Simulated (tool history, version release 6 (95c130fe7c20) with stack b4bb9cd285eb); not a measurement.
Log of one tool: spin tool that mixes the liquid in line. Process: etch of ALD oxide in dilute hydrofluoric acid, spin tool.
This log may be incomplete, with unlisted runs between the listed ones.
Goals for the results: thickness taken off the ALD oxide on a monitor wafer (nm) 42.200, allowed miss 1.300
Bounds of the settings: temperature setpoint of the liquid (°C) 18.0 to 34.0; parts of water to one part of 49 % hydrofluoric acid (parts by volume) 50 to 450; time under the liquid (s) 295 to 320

| run | hour | temperature setpoint of the liquid (°C) | parts of water to one part of 49 % hydrofluoric acid (parts by volume) | time under the liquid (s) | thickness taken off the ALD oxide on a monitor wafer (nm) |
|---|---|---|---|---|---|
| 1 | 0.0 | 26.0 | 250 | 295 | 17.399 |
| 2 | 5.4 | 23.5 | 250 | 295 | 15.847 |
| 3 | 14.2 | 21.0 | 250 | 295 | 14.397 |
| 4 | 20.3 | 21.0 | 250 | 295 | 14.557 |
| 5 | 24.6 | 21.0 | 250 | 295 | 14.460 |
| 6 | 31.5 | 19.0 | 250 | 295 | 13.333 |
| 7 | 33.1 | 23.5 | 210 | 295 | 19.760 |
| 8 | 41.5 | 26.5 | 185 | 295 | 25.301 |
| 9 | 43.5 | 28.5 | 170 | 295 | 30.435 |
| 10 | 48.2 | 28.5 | 170 | 295 | 30.352 |
| 11 | 52.4 | 30.0 | 165 | 295 | 33.593 |
| 12 | 57.5 | 31.0 | 160 | 295 | 35.977 |
| 13 | 64.3 | 32.0 | 160 | 295 | 37.628 |
| 14 | 70.8 | 32.5 | 160 | 295 | 37.156 |
| 15 | 77.5 | 33.0 | 155 | 295 | 40.236 |
| 16 | 84.2 | 33.5 | 155 | 295 | 40.040 |

Of the 4 settings listed for the next run, only one would bring every result within its allowed miss of target. Which one?
| A | 90.9 | 33.5 | 165 | 295 | ? |
| B | 90.9 | 32.0 | 160 | 305 | ? |
| C | 90.9 | 28.5 | 145 | 320 | ? |
| D | 90.9 | 27.0 | 130 | 310 | ? |

| move | thickness taken off the ALD oxide on a monitor wafer (nm) |
|---|---|
| A | 37.436 |
| B | 38.158 |
| C | 39.752 |
| D | 41.405 |
A: its largest miss is bigger than the last run's
B: its largest miss is bigger than the last run's
C: its largest miss is bigger than the last run's
D: meets every target
Correct choice: D, which meets every target

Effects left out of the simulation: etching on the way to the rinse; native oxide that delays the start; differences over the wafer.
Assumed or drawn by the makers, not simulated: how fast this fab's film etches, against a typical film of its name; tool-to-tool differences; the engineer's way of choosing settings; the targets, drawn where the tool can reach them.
